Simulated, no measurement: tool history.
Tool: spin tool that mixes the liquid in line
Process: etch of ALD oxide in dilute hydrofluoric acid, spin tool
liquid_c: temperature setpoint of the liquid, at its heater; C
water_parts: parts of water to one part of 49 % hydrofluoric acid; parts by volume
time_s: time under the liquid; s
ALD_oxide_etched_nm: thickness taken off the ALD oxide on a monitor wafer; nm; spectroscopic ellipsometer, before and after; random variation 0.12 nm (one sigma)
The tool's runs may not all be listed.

run	hour	liquid_c	water_parts	time_s	ALD_oxide_etched_nm
1	0	21	165	120	7.4773
2	5.8	21	165	120	7.4594
3	6.8	23	150	120	8.9156
4	13.2	24.5	140	120	10.4
5	21.3	24.5	140	120	10.408
6	26.3	26.5	140	120	10.979
7	32.7	29	95	120	18.948

Forecast run 8:
8	37.2	28	95	120	?

ALD_oxide_etched_nm: 18.309 nm
